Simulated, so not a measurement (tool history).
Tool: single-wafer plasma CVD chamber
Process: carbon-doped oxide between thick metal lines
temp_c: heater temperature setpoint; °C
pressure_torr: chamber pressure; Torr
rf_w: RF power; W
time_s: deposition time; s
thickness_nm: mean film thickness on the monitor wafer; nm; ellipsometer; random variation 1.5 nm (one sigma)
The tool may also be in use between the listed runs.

| run | hour | temp_c | pressure_torr | rf_w | time_s | thickness_nm |
|---|---|---|---|---|---|---|
| 1 | 0.0 | 330 | 4.46 | 605 | 107 | 654.59 |
| 2 | 6.8 | 333 | 4.11 | 580 | 107 | 623.71 |
| 3 | 14.2 | 341 | 4.11 | 580 | 107 | 611.39 |
| 4 | 18.0 | 342 | 3.89 | 565 | 107 | 593.36 |
| 5 | 26.6 | 342 | 3.89 | 645 | 107 | 652.24 |
| 6 | 33.6 | 342 | 3.89 | 645 | 107 | 652.52 |
| 7 | 41.7 | 343 | 3.71 | 615 | 107 | 625.54 |
| 8 | 48.5 | 344 | 3.58 | 595 | 107 | 604.33 |

Run 9 comes next. What will it give?
| 9 | 56.6 | 345 | 3.39 | 585 | 107 | ? |

thickness_nm: 593.04 nm
